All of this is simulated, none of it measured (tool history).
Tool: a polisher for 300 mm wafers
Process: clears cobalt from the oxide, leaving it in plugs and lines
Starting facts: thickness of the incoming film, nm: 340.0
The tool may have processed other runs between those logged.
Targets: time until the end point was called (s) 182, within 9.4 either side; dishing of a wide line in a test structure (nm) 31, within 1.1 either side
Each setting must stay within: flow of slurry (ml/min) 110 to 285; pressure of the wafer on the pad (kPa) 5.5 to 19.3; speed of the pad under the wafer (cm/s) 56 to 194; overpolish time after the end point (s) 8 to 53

run  hour  flow of slurry (ml/min)  pressure of the wafer on the pad (kPa)  speed of the pad under the wafer (cm/s)  overpolish time after the end point (s)  time until the end point was called (s)  dishing of a wide line in a test structure (nm)
  1     0                      180                                    12.4                                      124                                       27                                   61.069                                           33.195
  2   6.3                      180                                    12.4                                       96                                       27                                   78.025                                           32.079
  3  11.6                      175                                    10.3                                       88                                       30                                   101.39                                           31.744
  4  18.4                      155                                    10.3                                       88                                       30                                   105.11                                           32.003
  5  19.8                      150                                       9                                       86                                       30                                   120.84                                           30.383
  6  27.2                      150                                    11.7                                       86                                       30                                   96.664                                           31.846
  7  31.1                      145                                    10.3                                       84                                       34                                   111.32                                            32.36
  8    38                      140                                       9                                       82                                       35                                   127.04                                           31.477
  9  45.3                      135                                     8.3                                       80                                       37                                   140.92                                           31.577
 10  51.9                      130                                     5.5                                       78                                       34                                   199.27                                           27.317
 11  60.6                      135                                     5.5                                       76                                       37                                   209.77                                           28.634
 12  66.1                      135                                     6.2                                       76                                       38                                   188.11                                             29.4
 13  70.2                      135                                     6.2                                       76                                       39                                    187.5                                            29.35

Consider the 4 candidate settings below. Which is the only one whose results all fall within their allowed miss of target?
  A  74.3                      135                                     5.5                                       88                                       47                                        ?                                                ?
  B  74.3                      120                                     6.9                                       66                                       44                                        ?                                                ?
  C  74.3                      110                                     6.2                                       84                                       32                                        ?                                                ?
  D  74.3                      155                                     6.9                                       70                                       37                                        ?                                                ?

move  time until the end point was called (s)  dishing of a wide line in a test structure (nm)
   A                                   179.76                                           31.575
   B                                      203                                           30.104
   C                                   180.12                                           27.984
   D                                   181.42                                           29.475
A: in spec on every target
B: meets the target for the result that was furthest off, but another lies outside its allowed miss
C: lands further from the targets than the last run did
D: nearer than the last run, and not there yet
Answer: A
